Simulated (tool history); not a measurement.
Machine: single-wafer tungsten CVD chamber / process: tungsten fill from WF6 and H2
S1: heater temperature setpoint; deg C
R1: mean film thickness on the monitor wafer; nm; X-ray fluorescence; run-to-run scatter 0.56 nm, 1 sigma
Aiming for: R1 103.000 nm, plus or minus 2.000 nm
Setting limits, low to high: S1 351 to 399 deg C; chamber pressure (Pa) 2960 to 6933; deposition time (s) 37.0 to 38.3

{"run": 1, "hour": 0.0, "S1": 375, "chamber pressure (Pa)": 4946, "deposition time (s)": 37.0, "R1": 75.821}
{"run": 2, "hour": 4.7, "S1": 369, "chamber pressure (Pa)": 4946, "deposition time (s)": 37.0, "R1": 67.964}
{"run": 3, "hour": 9.0, "S1": 375, "chamber pressure (Pa)": 4973, "deposition time (s)": 37.0, "R1": 76.229}
{"run": 4, "hour": 9.6, "S1": 375, "chamber pressure (Pa)": 4106, "deposition time (s)": 37.0, "R1": 71.579}
{"run": 5, "hour": 17.4, "S1": 380, "chamber pressure (Pa)": 4133, "deposition time (s)": 37.0, "R1": 78.096}
{"run": 6, "hour": 21.6, "S1": 384, "chamber pressure (Pa)": 4160, "deposition time (s)": 37.0, "R1": 84.804}
{"run": 7, "hour": 27.5, "S1": 387, "chamber pressure (Pa)": 4173, "deposition time (s)": 37.0, "R1": 88.445}
{"run": 8, "hour": 28.5, "S1": 389, "chamber pressure (Pa)": 4186, "deposition time (s)": 37.0, "R1": 92.382}

Of the 4 settings listed for the next run, only one would bring every result within its allowed miss of target. Which one?
{"run": "A", "hour": 29.5, "S1": 387, "chamber pressure (Pa)": 5400, "deposition time (s)": 37.0, "R1": "?"}
{"run": "B", "hour": 29.5, "S1": 380, "chamber pressure (Pa)": 4346, "deposition time (s)": 37.0, "R1": "?"}
{"run": "C", "hour": 29.5, "S1": 392, "chamber pressure (Pa)": 3960, "deposition time (s)": 38.3, "R1": "?"}
{"run": "D", "hour": 29.5, "S1": 394, "chamber pressure (Pa)": 4040, "deposition time (s)": 38.3, "R1": "?"}

move=A R1=96.539
move=B R1=79.324
move=C R1=98.289
move=D R1=102.290
A: closes in on the targets versus the last run, not all within tolerance yet
B: moves away from the targets compared with the last run
C: closes in on the targets versus the last run, not all within tolerance yet
D: in spec on every target
So the answer is move D, the one that meets all the targets.
